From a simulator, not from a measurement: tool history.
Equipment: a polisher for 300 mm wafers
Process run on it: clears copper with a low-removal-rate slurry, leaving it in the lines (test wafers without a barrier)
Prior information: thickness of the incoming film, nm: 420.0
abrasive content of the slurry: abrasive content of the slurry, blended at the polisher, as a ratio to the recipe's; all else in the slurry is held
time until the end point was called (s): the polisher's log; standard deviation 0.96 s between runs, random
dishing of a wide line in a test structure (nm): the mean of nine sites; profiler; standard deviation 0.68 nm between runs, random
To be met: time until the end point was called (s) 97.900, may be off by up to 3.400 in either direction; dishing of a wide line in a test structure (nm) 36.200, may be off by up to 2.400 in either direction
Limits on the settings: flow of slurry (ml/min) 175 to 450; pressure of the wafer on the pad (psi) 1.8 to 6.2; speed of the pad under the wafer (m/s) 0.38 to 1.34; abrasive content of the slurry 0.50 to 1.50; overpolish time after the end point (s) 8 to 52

run    day  flow of slurry (ml/min)  pressure of the wafer on the pad (psi)  speed of the pad under the wafer (m/s)  abrasive content of the slurry  overpolish time after the end point (s)  time until the end point was called (s)  dishing of a wide line in a test structure (nm)
  1  0.000                      290                                     4.0                                    0.86                            1.00                                       26                                  119.870                                           59.228
  2  0.133                      290                                     4.1                                    0.88                            1.00                                       20                                  115.090                                           48.165
  3  0.433                      235                                     4.1                                    0.88                            1.00                                       20                                  116.440                                           49.231
  4  0.612                      235                                     4.1                                    0.88                            1.00                                       11                                  116.510                                           27.839
  5  0.883                      235                                     3.1                                    0.88                            1.00                                       11                                  152.530                                           21.782
  6  1.021                      235                                     3.6                                    0.88                            1.00                                       11                                  132.100                                           25.554
  7  1.300                      235                                     4.0                                    0.88                            1.00                                       11                                  119.310                                           27.992
  8  1.446                      235                                     4.2                                    0.88                            1.00                                       11                                  114.170                                           29.756
  9  1.679                      235                                     4.4                                    0.88                            1.00                                       11                                  107.360                                           30.700
 10  2.017                      240                                     4.8                                    0.88                            1.00                                       15                                  100.340                                           44.686
 11  2.204                      240                                     4.7                                    0.92                            1.00                                       10                                   97.429                                           30.805

Consider the 4 candidate settings below. Which is the only one whose results all fall within their allowed miss of target?
  A  2.392                      240                                     5.6                                    0.78                            0.80                                        9                                        ?                                                ?
  B  2.392                      255                                     4.9                                    0.94                            0.95                                       10                                        ?                                                ?
  C  2.392                      205                                     5.5                                    0.78                            1.00                                       12                                        ?                                                ?
  D  2.392                      200                                     3.9                                    1.10                            1.15                                       10                                        ?                                                ?

move  time until the end point was called (s)  dishing of a wide line in a test structure (nm)
   A                                   99.690                                           27.626
   B                                   92.105                                           32.516
   C                                   99.046                                           35.992
   D                                   97.077                                           30.767
A: moves away from the targets compared with the last run
B: gains on the last run, yet a result remains outside its allowed miss
C: in spec on every target
D: about the same distance from the targets as the last run
Go with C: it meets all targets.

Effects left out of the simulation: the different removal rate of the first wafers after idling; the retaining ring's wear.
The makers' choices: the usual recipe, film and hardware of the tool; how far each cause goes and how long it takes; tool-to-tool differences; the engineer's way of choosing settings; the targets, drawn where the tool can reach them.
